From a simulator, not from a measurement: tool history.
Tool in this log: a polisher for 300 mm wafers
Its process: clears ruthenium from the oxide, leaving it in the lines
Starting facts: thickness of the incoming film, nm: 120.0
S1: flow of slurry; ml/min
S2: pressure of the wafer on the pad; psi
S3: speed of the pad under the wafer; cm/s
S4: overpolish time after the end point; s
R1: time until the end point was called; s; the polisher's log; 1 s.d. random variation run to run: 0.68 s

{"run": 1, "hour": 0.0, "S1": 270, "S2": 2.6, "S3": 126, "S4": 9, "R1": 52.539}
{"run": 2, "hour": 7.9, "S1": 270, "S2": 2.6, "S3": 126, "S4": 9, "R1": 51.914}
{"run": 3, "hour": 10.2, "S1": 270, "S2": 2.6, "S3": 110, "S4": 9, "R1": 57.681}
{"run": 4, "hour": 15.9, "S1": 270, "S2": 2.6, "S3": 88, "S4": 9, "R1": 74.828}
{"run": 5, "hour": 17.8, "S1": 270, "S2": 2.6, "S3": 88, "S4": 9, "R1": 74.032}
{"run": 6, "hour": 23.1, "S1": 270, "S2": 2.6, "S3": 88, "S4": 9, "R1": 76.072}
{"run": 7, "hour": 29.9, "S1": 270, "S2": 2.8, "S3": 90, "S4": 9, "R1": 68.428}
{"run": 8, "hour": 32.9, "S1": 270, "S2": 3.0, "S3": 92, "S4": 9, "R1": 63.041}
{"run": 9, "hour": 36.2, "S1": 270, "S2": 3.1, "S3": 94, "S4": 9, "R1": 57.494}
{"run": 10, "hour": 40.7, "S1": 270, "S2": 3.2, "S3": 94, "S4": 9, "R1": 57.339}

Run 11, settings as shown, results not yet in. Your forecast:
{"run": 11, "hour": 41.5, "S1": 270, "S2": 3.3, "S3": 96, "S4": 9, "R1": "?"}

Run 11 produced R1 52.660 s.
